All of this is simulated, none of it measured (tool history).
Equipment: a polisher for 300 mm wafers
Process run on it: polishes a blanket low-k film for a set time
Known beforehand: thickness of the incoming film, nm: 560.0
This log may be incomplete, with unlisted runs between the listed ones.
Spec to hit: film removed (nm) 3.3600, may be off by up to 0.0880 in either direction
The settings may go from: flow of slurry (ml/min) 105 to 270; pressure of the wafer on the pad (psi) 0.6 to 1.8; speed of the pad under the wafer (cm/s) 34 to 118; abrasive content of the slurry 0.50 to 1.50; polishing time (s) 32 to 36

run	hour	flow of slurry (ml/min)	pressure of the wafer on the pad (psi)	speed of the pad under the wafer (cm/s)	abrasive content of the slurry	polishing time (s)	film removed (nm)
1	0.0	175	1.2	76	1.00	36	5.8268
2	8.1	175	1.5	76	1.00	36	7.0397
3	12.3	170	1.4	74	1.00	36	6.5310
4	16.3	170	1.3	72	1.00	36	6.0590
5	22.5	170	1.2	70	1.00	36	5.4469
6	30.6	170	1.1	70	1.00	36	5.0667
7	37.3	170	1.0	70	1.00	36	4.5992
8	37.9	165	0.9	70	1.00	36	4.1604
9	46.7	160	0.9	70	1.00	36	4.1521
10	48.1	155	0.9	70	1.00	36	4.1810
11	53.6	145	0.8	70	1.00	36	3.7056
# hour 59.9: conditioning disc replaced and pad reconditioned
12	59.9	140	0.8	70	1.00	36	3.9970
13	61.8	150	0.8	70	1.00	36	4.0740
14	67.3	150	0.7	68	1.00	36	3.4496

Exactly one of the 5 candidate moves below puts every result within its allowed miss. Which one?
A	72.8	140	0.6	90	1.00	35	?
B	72.8	120	0.7	64	1.15	36	?
C	72.8	165	0.7	68	1.10	32	?
D	72.8	165	0.8	62	1.05	34	?
E	72.8	190	0.8	62	0.95	36	?

move	film removed (nm)
A	3.5512
B	3.5215
C	3.3118
D	3.6309
E	3.6465
A: lands further from the targets than the last run did
B: lands further from the targets than the last run did
C: meets every target
D: lands further from the targets than the last run did
E: lands further from the targets than the last run did
Go with C: it meets all targets.
